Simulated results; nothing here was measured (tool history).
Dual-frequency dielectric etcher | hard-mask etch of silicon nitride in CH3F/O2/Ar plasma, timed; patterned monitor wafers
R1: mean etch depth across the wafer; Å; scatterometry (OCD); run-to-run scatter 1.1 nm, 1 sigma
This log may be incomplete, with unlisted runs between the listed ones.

Run 1, day 0.000: source power (kW) 0.460, bias power (kW) 0.095, etch time (s) 293.5. Result: R1 2307.2 Å.
Run 2, day 0.246: source power (kW) 0.460, bias power (kW) 0.095, etch time (s) 306.0. Result: R1 2405.6 Å.
Run 3, day 0.396: source power (kW) 0.460, bias power (kW) 0.095, etch time (s) 306.0. Result: R1 2422.4 Å.
Run 4, day 0.688: source power (kW) 0.460, bias power (kW) 0.095, etch time (s) 306.0. Result: R1 2418.1 Å.
Run 5, day 0.733: source power (kW) 0.460, bias power (kW) 0.095, etch time (s) 306.0. Result: R1 2402.0 Å.
Run 6, day 0.800: source power (kW) 0.380, bias power (kW) 0.095, etch time (s) 306.0. Result: R1 2235.9 Å.
Run 7, day 1.021: source power (kW) 0.370, bias power (kW) 0.095, etch time (s) 306.0. Result: R1 2216.6 Å.
Run 8, day 1.171: source power (kW) 0.300, bias power (kW) 0.093, etch time (s) 306.0. Result: R1 2021.3 Å.

Run 9 has not been measured yet. What should we expect?
Run 9, day 1.521: source power (kW) 0.310, bias power (kW) 0.093, etch time (s) 306.0. Result: R1 ?.

{"run 9": {"R1": 2056.0}}
